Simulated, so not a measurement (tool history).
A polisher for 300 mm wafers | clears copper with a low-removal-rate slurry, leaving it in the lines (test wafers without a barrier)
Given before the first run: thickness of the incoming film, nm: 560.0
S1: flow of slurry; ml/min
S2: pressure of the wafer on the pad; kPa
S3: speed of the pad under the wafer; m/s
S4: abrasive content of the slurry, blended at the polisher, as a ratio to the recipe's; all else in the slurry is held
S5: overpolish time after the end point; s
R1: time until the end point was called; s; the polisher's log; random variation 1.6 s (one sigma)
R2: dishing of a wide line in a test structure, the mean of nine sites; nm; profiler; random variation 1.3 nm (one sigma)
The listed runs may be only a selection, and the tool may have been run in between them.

run  hour   S1    S2    S3   S4  S5      R1      R2
  1   0.0  255  18.6  1.32  1.0  17  141.10  51.405
  2   2.6  220  18.6  1.32  1.0  17  139.84  53.043
  3   8.3  220  19.3  1.32  1.0  17  136.19  53.966
  4  12.2  220  20.0  1.32  1.0  17  131.91  54.863
  5  14.4  220  15.9  1.32  1.0  17  164.96  44.161
  6  21.3  220  15.9  1.32  1.0  22  163.20  55.167

Run 7 comes next. What will it give?
  7  24.5  220  16.5  1.32  1.0  22   ?   ?

R1: 156.55 s
R2: 56.239 nm

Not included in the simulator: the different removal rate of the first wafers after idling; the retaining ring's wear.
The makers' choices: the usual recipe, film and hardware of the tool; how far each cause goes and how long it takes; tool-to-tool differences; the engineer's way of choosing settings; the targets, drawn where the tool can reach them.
